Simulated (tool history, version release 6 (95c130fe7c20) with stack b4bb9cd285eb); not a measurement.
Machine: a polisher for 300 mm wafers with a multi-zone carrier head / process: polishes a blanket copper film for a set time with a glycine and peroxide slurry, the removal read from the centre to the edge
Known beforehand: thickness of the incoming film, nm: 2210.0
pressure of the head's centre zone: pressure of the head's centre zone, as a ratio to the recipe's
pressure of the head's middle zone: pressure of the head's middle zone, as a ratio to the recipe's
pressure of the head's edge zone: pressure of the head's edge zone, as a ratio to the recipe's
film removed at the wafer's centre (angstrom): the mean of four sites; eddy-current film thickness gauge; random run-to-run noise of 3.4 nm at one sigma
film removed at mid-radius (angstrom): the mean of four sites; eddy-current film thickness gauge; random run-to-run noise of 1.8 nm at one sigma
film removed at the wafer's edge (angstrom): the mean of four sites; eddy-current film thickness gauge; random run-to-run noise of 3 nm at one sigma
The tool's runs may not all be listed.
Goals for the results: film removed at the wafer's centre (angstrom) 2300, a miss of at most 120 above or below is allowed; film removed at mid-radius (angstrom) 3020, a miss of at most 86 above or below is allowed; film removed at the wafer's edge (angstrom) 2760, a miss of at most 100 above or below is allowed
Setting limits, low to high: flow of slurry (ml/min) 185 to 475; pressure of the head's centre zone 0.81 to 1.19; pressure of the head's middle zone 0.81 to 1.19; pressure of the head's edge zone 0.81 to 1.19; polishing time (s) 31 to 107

run    day  flow of slurry (ml/min)  pressure of the head's centre zone  pressure of the head's middle zone  pressure of the head's edge zone  polishing time (s)  film removed at the wafer's centre (angstrom)  film removed at mid-radius (angstrom)  film removed at the wafer's edge (angstrom)
  1      0                      305                                   1                                   1                                 1                  69                                         4514.8                                 4503.7                                         4731
  2  0.308                      305                                   1                                   1                                 1                  78                                         5165.7                                 5082.1                                       5236.7
  3  0.679                      305                                   1                                   1                                 1                  67                                         4316.5                                 4384.5                                       4429.5
  4  0.767                      305                                0.98                                   1                              0.99                  64                                         4086.6                                 4174.4                                       4333.6
     1.138  -- slurry nozzle cleaned
  5  1.138                      305                                0.98                                   1                              1.03                  64                                         4284.2                                 4275.7                                       4358.1
  6    1.2                      345                                0.98                                   1                              1.03                  64                                         4209.5                                 4330.9                                       4400.8
  7  1.258                      350                                0.97                                1.01                              1.02                  60                                         3870.9                                   4012                                       4225.7
  8  1.583                      330                                0.96                                1.03                              1.02                  57                                         3637.9                                 3942.9                                       3930.5
  9  1.804                      325                                0.95                                1.04                                 1                  55                                           3480                                 3793.8                                       3724.5
 10  1.946                      325                                0.93                                1.05                              0.98                  54                                         3359.2                                 3803.6                                       3703.8
 11  2.308                      320                                0.92                                1.05                              0.97                  52                                         3194.2                                 3627.6                                         3479
 12   2.65                      330                                0.91                                1.05                              0.96                  51                                           3155                                 3569.5                                       3506.5

Which single option among these 5 for the next run brings every result within its allowed miss of target? Just one does.
  A  2.992                      355                                0.88                                0.98                                 1                  73                                              ?                                      ?                                            ?
  B  2.992                      350                                0.87                                 1.1                              0.97                  45                                              ?                                      ?                                            ?
  C  2.992                      470                                0.83                                1.11                              0.94                  40                                              ?                                      ?                                            ?
  D  2.992                      290                                0.89                                 1.1                              0.85                  46                                              ?                                      ?                                            ?
  E  2.992                      355                                0.81                                1.11                              0.99                  43                                              ?                                      ?                                            ?

move  film removed at the wafer's centre (angstrom)  film removed at mid-radius (angstrom)  film removed at the wafer's edge (angstrom)
   A                                         4316.6                                 4867.5                                       5004.5
   B                                         2629.8                                 3306.7                                       3053.2
   C                                         2275.8                                 3018.9                                       2731.4
   D                                         2708.9                                 3333.9                                       2989.3
   E                                         2340.8                                 3188.5                                       2934.9
A: further off than the last run
B: closes in on the targets versus the last run, not all within tolerance yet
C: meets every target
D: closes in on the targets versus the last run, not all within tolerance yet
E: closes in on the targets versus the last run, not all within tolerance yet
The move that meets every target is C.
